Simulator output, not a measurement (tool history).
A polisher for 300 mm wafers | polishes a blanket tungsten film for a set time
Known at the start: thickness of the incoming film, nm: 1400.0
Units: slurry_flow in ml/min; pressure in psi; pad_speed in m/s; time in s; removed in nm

run,hour,slurry_flow,pressure,pad_speed,slurry_solids,time,removed
1,0.0,140,4.8,0.90,1.0,78,387.44
2,5.3,145,5.1,0.90,1.0,78,409.41
3,10.4,145,5.1,0.72,1.0,78,327.12
4,12.7,145,5.5,0.72,1.0,78,347.64
5,16.9,145,5.5,0.58,1.0,78,277.99
6,24.1,145,6.3,0.58,1.0,78,299.45
7,28.2,150,6.5,0.64,1.0,78,342.53
8,35.7,155,6.7,0.68,1.0,78,371.44
9,43.6,160,6.8,0.72,1.0,78,403.21
10,47.8,165,6.9,0.74,1.0,78,417.56
11,48.7,165,7.0,0.76,1.0,78,421.65
12,57.5,165,7.1,0.80,1.0,78,450.33
13,58.9,165,7.2,0.82,1.0,78,466.77
14,64.1,165,7.3,0.84,1.0,78,484.22

Forecast run 15:
15,72.1,165,7.3,0.86,1.0,78,?

removed: 497.18 nm
